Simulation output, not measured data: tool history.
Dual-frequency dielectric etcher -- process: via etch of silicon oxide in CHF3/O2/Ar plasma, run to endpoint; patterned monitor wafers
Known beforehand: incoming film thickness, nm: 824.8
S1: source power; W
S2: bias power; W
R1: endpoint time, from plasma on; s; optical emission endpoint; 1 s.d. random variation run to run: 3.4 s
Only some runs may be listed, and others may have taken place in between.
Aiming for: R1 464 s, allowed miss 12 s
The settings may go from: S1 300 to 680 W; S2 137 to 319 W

run  hour   S1   S2      R1
  1     0  490  228  402.98
  2     3  490  244  405.03
  3   6.5  470  241  413.86
  4  14.3  540  241  384.99
  5  21.1  510  241  390.68
  6  25.3  490  239  400.48
  7  26.8  470  236  409.88
  8  34.1  370  215  476.58

4 next moves are on the table. One of them brings every result within its allowed miss. Which?
  A  41.4  410  233   ?
  B  41.4  320  242   ?
  C  41.4  380  227   ?
  D  41.4  380  186   ?

move      R1
   A   438.8
   B  491.53
   C  459.53
   D  489.73
A: moves the result that the last run missed by most past its target, out the other side
B: lands further from the targets than the last run did
C: all results land within tolerance of their targets
D: lands further from the targets than the last run did
The move that meets every target is C.
